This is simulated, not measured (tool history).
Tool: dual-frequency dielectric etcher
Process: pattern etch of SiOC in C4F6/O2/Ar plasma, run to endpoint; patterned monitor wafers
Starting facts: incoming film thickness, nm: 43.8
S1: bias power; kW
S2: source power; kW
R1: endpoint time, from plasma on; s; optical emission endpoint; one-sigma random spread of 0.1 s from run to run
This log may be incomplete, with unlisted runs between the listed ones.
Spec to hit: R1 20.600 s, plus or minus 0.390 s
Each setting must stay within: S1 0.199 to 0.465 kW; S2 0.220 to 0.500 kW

run  hour     S1     S2      R1
  1   0.0  0.332  0.360  18.282
  2   4.2  0.302  0.350  18.872
  3   5.0  0.277  0.340  19.406
  4  13.7  0.332  0.340  18.530
  5  20.4  0.332  0.320  18.638
  6  21.3  0.332  0.380  18.030
  7  26.4  0.296  0.360  18.825
  8  27.2  0.271  0.350  19.529
  9  31.4  0.257  0.350  19.776
 10  36.0  0.246  0.350  20.012
 11  37.0  0.238  0.350  20.091
 12  39.6  0.238  0.350  20.103

5 next moves are on the table. One of them brings every result within its allowed miss. Which?
  A  42.2  0.199  0.310   ?
  B  42.2  0.275  0.350   ?
  C  42.2  0.203  0.290   ?
  D  42.2  0.253  0.300   ?
  E  42.2  0.227  0.290   ?

move      R1
   A  21.525
   B  19.242
   C  21.731
   D  20.372
   E  21.120
A: pushes the last run's worst result past its target
B: its largest miss is bigger than the last run's
C: pushes the last run's worst result past its target
D: in spec on every target
E: pushes the last run's worst result past its target
So the answer is move D, the one that meets all the targets.
